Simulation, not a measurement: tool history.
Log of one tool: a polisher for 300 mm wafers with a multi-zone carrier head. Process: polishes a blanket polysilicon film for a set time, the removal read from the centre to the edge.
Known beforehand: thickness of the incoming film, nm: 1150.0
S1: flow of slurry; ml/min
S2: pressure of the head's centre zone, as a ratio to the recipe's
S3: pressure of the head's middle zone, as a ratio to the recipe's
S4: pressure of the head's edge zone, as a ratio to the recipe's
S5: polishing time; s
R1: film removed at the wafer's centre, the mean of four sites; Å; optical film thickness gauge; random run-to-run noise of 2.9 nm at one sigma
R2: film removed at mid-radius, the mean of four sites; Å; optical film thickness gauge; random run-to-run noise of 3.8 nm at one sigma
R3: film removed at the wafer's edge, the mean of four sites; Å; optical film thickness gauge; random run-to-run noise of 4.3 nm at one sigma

run	hour	S1	S2	S3	S4	S5	R1	R2	R3
1	0.0	260	1.00	1.00	1.00	49	4314.5	4382.6	4361.8
2	9.0	260	1.00	1.00	1.00	38	3375.8	3355.8	3390.8
3	10.9	260	1.00	1.00	1.00	30	2652.7	2669.4	2683.2
4	14.6	275	1.06	1.02	1.05	33	3051.7	2988.7	2952.5
5	23.4	280	1.09	1.01	1.07	36	3507.2	3273.9	3301.3
6	27.4	295	1.12	1.02	1.10	37	3740.7	3462.9	3344.6

Predict the results of run 7:
7	30.9	300	1.12	1.01	1.12	38	?	?	?

Run 7 came out at R1 3835.1 Å, R2 3480.1 Å, R3 3474.0 Å.

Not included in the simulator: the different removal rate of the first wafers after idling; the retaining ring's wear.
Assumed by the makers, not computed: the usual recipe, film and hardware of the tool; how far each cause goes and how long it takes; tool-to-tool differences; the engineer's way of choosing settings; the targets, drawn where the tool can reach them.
